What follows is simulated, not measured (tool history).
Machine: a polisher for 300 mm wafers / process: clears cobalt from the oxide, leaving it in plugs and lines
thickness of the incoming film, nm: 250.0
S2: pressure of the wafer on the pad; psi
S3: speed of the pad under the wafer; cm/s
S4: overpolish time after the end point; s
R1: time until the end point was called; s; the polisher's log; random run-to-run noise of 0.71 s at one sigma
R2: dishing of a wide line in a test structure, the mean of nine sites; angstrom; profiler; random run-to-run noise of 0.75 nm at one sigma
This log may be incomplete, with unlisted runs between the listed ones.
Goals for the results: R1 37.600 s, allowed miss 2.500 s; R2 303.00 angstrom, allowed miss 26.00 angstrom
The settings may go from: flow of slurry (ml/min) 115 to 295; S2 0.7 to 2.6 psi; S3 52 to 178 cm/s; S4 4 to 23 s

Run 1, hour 0.0: flow of slurry (ml/min) 190, S2 1.6 psi, S3 114 cm/s, S4 12 s. Result: R1 70.176 s, R2 297.75 angstrom.
Run 2, hour 5.9: flow of slurry (ml/min) 190, S2 1.9 psi, S3 116 cm/s, S4 10 s. Result: R1 56.917 s, R2 298.91 angstrom.
Run 3, hour 6.7: flow of slurry (ml/min) 190, S2 2.1 psi, S3 116 cm/s, S4 10 s. Result: R1 51.536 s, R2 295.87 angstrom.
Run 4, hour 9.4: flow of slurry (ml/min) 230, S2 2.1 psi, S3 116 cm/s, S4 10 s. Result: R1 50.517 s, R2 315.37 angstrom.
At hour 11.8: worn pad replaced by a new one.
Run 5, hour 11.8: flow of slurry (ml/min) 230, S2 2.1 psi, S3 94 cm/s, S4 10 s. Result: R1 53.765 s, R2 294.53 angstrom.
Run 6, hour 17.5: flow of slurry (ml/min) 230, S2 2.3 psi, S3 98 cm/s, S4 9 s. Result: R1 47.212 s, R2 292.37 angstrom.
Run 7, hour 25.8: flow of slurry (ml/min) 230, S2 2.4 psi, S3 100 cm/s, S4 9 s. Result: R1 43.984 s, R2 326.77 angstrom.
Run 8, hour 34.8: flow of slurry (ml/min) 230, S2 2.5 psi, S3 102 cm/s, S4 8 s. Result: R1 43.236 s, R2 312.99 angstrom.

Exactly one of the 5 candidate moves below puts every result within its allowed miss. Which one?
Run A, hour 43.8: flow of slurry (ml/min) 220, S2 2.2 psi, S3 112 cm/s, S4 8 s. Result: R1 ?, R2 ?.
Run B, hour 43.8: flow of slurry (ml/min) 140, S2 2.6 psi, S3 98 cm/s, S4 8 s. Result: R1 ?, R2 ?.
Run C, hour 43.8: flow of slurry (ml/min) 230, S2 2.2 psi, S3 112 cm/s, S4 9 s. Result: R1 ?, R2 ?.
Run D, hour 43.8: flow of slurry (ml/min) 225, S2 2.3 psi, S3 130 cm/s, S4 7 s. Result: R1 ?, R2 ?.
Run E, hour 43.8: flow of slurry (ml/min) 230, S2 2.6 psi, S3 88 cm/s, S4 8 s. Result: R1 ?, R2 ?.

move      R1      R2
   A  46.237  292.68
   B  47.087  289.14
   C  45.978  316.47
   D  39.115  298.93
   E  47.108  289.15
A: its largest miss is bigger than the last run's
B: its largest miss is bigger than the last run's
C: its largest miss is bigger than the last run's
D: every result within its allowed miss
E: its largest miss is bigger than the last run's
D is the move that brings every result within its allowed miss.
